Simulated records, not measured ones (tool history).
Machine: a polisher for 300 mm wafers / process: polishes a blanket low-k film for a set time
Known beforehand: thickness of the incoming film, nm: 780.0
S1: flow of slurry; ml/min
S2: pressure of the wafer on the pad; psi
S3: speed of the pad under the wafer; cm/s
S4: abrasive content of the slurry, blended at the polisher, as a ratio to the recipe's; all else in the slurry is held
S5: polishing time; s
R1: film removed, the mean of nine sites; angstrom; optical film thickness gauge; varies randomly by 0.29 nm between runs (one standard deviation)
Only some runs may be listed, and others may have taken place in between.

{"run": 1, "hour": 0.0, "S1": 120, "S2": 1.5, "S3": 78, "S4": 1, "S5": 46, "R1": 115.61}
{"run": 2, "hour": 2.4, "S1": 120, "S2": 1.7, "S3": 80, "S4": 1, "S5": 46, "R1": 130.84}
{"run": 3, "hour": 3.3, "S1": 120, "S2": 1.8, "S3": 82, "S4": 1, "S5": 46, "R1": 145.37}
{"run": 4, "hour": 11.9, "S1": 120, "S2": 1.8, "S3": 82, "S4": 1.15, "S5": 46, "R1": 150.16}
{"run": 5, "hour": 19.6, "S1": 120, "S2": 1.8, "S3": 82, "S4": 0.95, "S5": 46, "R1": 138.02}
{"run": 6, "hour": 22.7, "S1": 120, "S2": 1.8, "S3": 70, "S4": 0.95, "S5": 46, "R1": 128.24}

Forecast run 7:
{"run": 7, "hour": 28.2, "S1": 120, "S2": 1.9, "S3": 72, "S4": 0.95, "S5": 46, "R1": "?"}

{"run 7": {"R1": 134.63}}

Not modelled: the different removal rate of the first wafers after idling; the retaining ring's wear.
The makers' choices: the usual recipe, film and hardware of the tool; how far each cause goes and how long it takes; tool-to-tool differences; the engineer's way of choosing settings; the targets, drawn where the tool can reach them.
